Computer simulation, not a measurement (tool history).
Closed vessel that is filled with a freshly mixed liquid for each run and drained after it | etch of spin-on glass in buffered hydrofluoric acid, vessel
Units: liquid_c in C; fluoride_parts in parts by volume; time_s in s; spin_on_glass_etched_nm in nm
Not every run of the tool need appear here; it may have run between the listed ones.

run,hour,liquid_c,fluoride_parts,time_s,spin_on_glass_etched_nm
1,0,25,15,90,130.37
2,6,25,13,90,151.5
3,12.3,22.5,13,90,130.33
4,17.7,22.5,11,90,154.23
5,20.7,22.5,7.5,90,220.25
6,25.2,22.5,7.5,90,219.34
7,33.5,21.5,8.5,90,180.72
8,39.5,21,9,90,168.5
9,43.7,20.5,9.5,90,154.78
10,50.2,20,10,90,145.2
11,52.3,19.5,10.5,90,136.35
12,59.4,19,11,90,125.8
13,67.6,18.5,11.5,90,117.72

Forecast run 14:
14,71.7,18.5,12,90,?

Run 14 gave spin_on_glass_etched_nm 112.34 nm.
